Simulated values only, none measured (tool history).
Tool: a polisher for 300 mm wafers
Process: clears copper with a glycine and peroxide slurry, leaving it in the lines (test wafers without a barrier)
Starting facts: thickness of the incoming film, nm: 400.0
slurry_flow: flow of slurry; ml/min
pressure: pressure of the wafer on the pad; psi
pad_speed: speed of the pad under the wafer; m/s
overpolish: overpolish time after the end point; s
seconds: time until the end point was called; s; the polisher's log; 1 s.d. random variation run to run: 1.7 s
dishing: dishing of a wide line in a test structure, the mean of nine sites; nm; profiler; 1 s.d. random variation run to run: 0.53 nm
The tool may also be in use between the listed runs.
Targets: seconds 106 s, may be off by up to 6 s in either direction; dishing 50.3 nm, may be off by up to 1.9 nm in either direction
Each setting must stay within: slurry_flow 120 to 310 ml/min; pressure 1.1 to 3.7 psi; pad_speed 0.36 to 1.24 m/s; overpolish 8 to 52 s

run	hour	slurry_flow	pressure	pad_speed	overpolish	seconds	dishing
1	0	200	2.4	0.8	26	102.73	61.331
2	6.9	230	2.4	0.8	26	97.679	60.145
3	11.8	205	2.4	0.8	26	100.56	59.786
4	17.6	205	2.4	0.8	31	101.78	66.327
5	26	250	2.4	0.8	31	98.917	66.928
6	31.2	250	2.4	0.98	31	85.903	70.513
7	36.6	250	2.3	0.98	30	85.96	69.661
8	43.1	250	2.2	0.98	29	91.301	65.366
9	47.7	250	2.2	0.98	29	87.679	66.426
10	52.5	250	2.1	0.98	28	94.885	64.068
11	54.3	250	2	0.94	19	101.13	47.254

Below are 5 possible settings for the next run. Only one of them brings all results inside the allowed miss of their targets. Which is it?
A	56.1	235	2.3	0.98	16	?	?
B	56.1	260	2.2	0.78	19	?	?
C	56.1	275	2	0.86	22	?	?
D	56.1	285	2.2	0.92	19	?	?
E	56.1	240	2.1	1.04	19	?	?

move	seconds	dishing
A	88.82	46.165
B	106.81	46.222
C	106.98	51.154
D	94.799	50.049
E	91.264	51.071
A: moves away from the targets compared with the last run
B: moves away from the targets compared with the last run
C: every result lands within tolerance
D: the furthest-off result lands on target, but another misses its tolerance
E: the furthest-off result lands on target, but another misses its tolerance
The move that meets every target is C.
